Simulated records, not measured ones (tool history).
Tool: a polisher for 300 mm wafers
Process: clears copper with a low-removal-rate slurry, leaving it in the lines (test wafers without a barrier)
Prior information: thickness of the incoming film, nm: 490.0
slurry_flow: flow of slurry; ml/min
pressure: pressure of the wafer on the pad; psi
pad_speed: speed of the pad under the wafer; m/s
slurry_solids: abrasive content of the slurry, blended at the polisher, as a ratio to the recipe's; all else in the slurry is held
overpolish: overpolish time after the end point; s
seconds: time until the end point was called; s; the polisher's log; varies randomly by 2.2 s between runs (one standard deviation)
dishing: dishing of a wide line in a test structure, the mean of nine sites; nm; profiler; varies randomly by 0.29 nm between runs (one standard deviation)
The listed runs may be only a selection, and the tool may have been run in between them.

run  hour  slurry_flow  pressure  pad_speed  slurry_solids  overpolish  seconds  dishing
  1     0          140       3.2        1.2              1          27   128.56   56.807
  2   6.6          145       2.6       1.26              1          21   147.63   43.258
  3   8.7          145       2.6       1.54              1          21    121.8     48.6
  4  14.2          145       2.6       1.54            1.2          21   118.75   51.446
  5  22.6          140       2.2       1.56           0.95          17   140.62   38.046
  6  23.9          140       2.2       1.84           0.95          17   122.09   41.726
  7  28.2          110       1.4       1.62            0.7           8   234.21    12.62
  8  31.3          120       1.6        1.7           0.65           8   195.38   14.131
  9  36.3          135       1.6        1.7           0.65           8   191.75   14.648
 10  45.3          150       1.6        1.7           0.65           8   187.17   15.244
 11  50.2          165       1.7        1.7           0.65           8   169.32   16.212
 12  51.2          170       1.7        1.7           0.65           8   172.62   16.795
 13    55          175       1.7        1.7           0.65           8   171.51   16.801
 14  58.8          180       1.7        1.7           0.65           8    173.3   16.555
 15  64.4          185       1.7        1.7           0.65           8   166.76    16.22
 16    71          185       1.7       1.68            0.7           9   170.61    18.91
 17  76.7          190       1.8       1.68           0.65           9    162.3   19.184

Run 18 comes next. What will it give?
 18  81.2          190       1.8        1.7            0.6           9        ?        ?

Run 18 yielded seconds 160.39 s, dishing 18.95 nm.

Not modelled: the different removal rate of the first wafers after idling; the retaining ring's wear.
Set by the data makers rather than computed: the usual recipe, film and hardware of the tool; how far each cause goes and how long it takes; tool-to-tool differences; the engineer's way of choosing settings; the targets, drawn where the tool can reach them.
